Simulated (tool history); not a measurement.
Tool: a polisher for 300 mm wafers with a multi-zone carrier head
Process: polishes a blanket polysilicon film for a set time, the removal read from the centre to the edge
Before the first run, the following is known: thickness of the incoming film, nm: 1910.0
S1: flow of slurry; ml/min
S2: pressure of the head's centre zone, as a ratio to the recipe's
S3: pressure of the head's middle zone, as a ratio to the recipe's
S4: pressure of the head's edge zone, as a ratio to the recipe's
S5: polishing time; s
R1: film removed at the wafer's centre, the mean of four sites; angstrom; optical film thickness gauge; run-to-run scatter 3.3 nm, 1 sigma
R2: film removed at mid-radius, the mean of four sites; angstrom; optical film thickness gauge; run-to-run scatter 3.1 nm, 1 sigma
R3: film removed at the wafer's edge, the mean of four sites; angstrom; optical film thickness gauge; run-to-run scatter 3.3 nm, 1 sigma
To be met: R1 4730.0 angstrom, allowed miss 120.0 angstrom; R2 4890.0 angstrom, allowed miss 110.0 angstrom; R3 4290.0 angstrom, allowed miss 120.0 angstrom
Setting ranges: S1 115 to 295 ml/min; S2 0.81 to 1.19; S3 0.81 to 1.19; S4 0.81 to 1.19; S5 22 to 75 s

| run | hour | S1 | S2 | S3 | S4 | S5 | R1 | R2 | R3 |
|---|---|---|---|---|---|---|---|---|---|
| 1 | 0.0 | 190 | 1.00 | 1.00 | 1.00 | 48 | 3027.7 | 2987.1 | 3050.9 |
| 2 | 2.7 | 210 | 1.03 | 1.05 | 1.02 | 51 | 3392.6 | 3344.3 | 3256.9 |
| 3 | 6.5 | 210 | 1.03 | 1.05 | 1.02 | 42 | 2778.0 | 2804.3 | 2728.1 |
| 4 | 11.8 | 225 | 1.04 | 1.09 | 1.04 | 47 | 3180.4 | 3218.5 | 3073.5 |
| 5 | 16.9 | 225 | 1.04 | 1.09 | 1.04 | 53 | 3600.5 | 3698.9 | 3475.9 |
| 6 | 19.4 | 225 | 1.04 | 1.17 | 1.04 | 53 | 3574.4 | 3861.9 | 3492.5 |
| 7 | 24.6 | 240 | 1.05 | 1.18 | 1.05 | 55 | 3800.1 | 4099.2 | 3637.4 |
| 8 | 30.9 | 250 | 1.06 | 1.18 | 1.06 | 57 | 4015.9 | 4236.8 | 3827.5 |
| 9 | 38.6 | 250 | 1.07 | 1.18 | 1.05 | 59 | 4176.9 | 4358.2 | 3889.9 |
| 10 | 44.4 | 255 | 1.07 | 1.18 | 1.05 | 60 | 4239.1 | 4463.7 | 4005.6 |
| 11 | 46.0 | 255 | 1.08 | 1.18 | 1.04 | 61 | 4454.2 | 4518.8 | 4022.3 |
| 12 | 53.9 | 260 | 1.08 | 1.18 | 1.04 | 62 | 4445.8 | 4671.9 | 4055.9 |
| 13 | 59.9 | 265 | 1.08 | 1.18 | 1.05 | 62 | 4485.0 | 4648.4 | 4071.8 |

Below are 5 possible settings for the next run. Only one of them brings all results inside the allowed miss of their targets. Which is it?
| A | 65.9 | 295 | 1.19 | 1.18 | 0.95 | 58 | ? | ? | ? |
| B | 65.9 | 265 | 1.08 | 1.16 | 1.11 | 61 | ? | ? | ? |
| C | 65.9 | 280 | 1.05 | 1.14 | 0.97 | 67 | ? | ? | ? |
| D | 65.9 | 285 | 1.05 | 1.19 | 1.01 | 64 | ? | ? | ? |
| E | 65.9 | 270 | 1.10 | 1.15 | 1.16 | 64 | ? | ? | ? |

| move | R1 | R2 | R3 |
|---|---|---|---|
| A | 4664.4 | 4381.1 | 3698.1 |
| B | 4394.9 | 4492.3 | 4163.7 |
| C | 4721.6 | 4890.6 | 4299.6 |
| D | 4520.7 | 4856.4 | 4190.6 |
| E | 4707.1 | 4686.7 | 4475.7 |
A: misses by more than the last run did
B: misses by more than the last run did
C: meets every target
D: corrects the largest miss of the last run, while another result sits out of spec
E: closer than the last run, but not yet in spec
Move C is the one to make.
